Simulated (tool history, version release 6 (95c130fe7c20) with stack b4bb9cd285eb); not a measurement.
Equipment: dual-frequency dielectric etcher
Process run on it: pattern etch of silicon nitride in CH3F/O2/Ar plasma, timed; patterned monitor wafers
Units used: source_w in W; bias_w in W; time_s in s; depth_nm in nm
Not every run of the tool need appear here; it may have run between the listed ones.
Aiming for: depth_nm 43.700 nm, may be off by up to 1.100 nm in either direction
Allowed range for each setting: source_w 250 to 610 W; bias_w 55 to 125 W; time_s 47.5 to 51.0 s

run    day  source_w  bias_w  time_s  depth_nm
  1  0.000       430      90    51.0    39.274
  2  0.367       430      90    47.5    36.358
  3  0.700       430      97    47.5    37.441
  4  1.054       400      97    47.5    36.321
  5  1.362       400     108    47.5    37.227
  6  1.712       400     108    51.0    39.866
  7  2.079       410     109    51.0    40.486
  8  2.125       410     109    51.0    40.351

Which single option among these 4 for the next run brings every result within its allowed miss of target? Just one does.
  A  2.171       470     109    51.0         ?
  B  2.171       430     109    51.0         ?
  C  2.171       480     101    49.5         ?
  D  2.171       430     108    51.0         ?

move  depth_nm
   A    43.299
   B    41.511
   C    41.527
   D    41.400
A: meets every target
B: gains on the last run, yet a result remains outside its allowed miss
C: gains on the last run, yet a result remains outside its allowed miss
D: gains on the last run, yet a result remains outside its allowed miss
So the answer is move A, the one that meets all the targets.
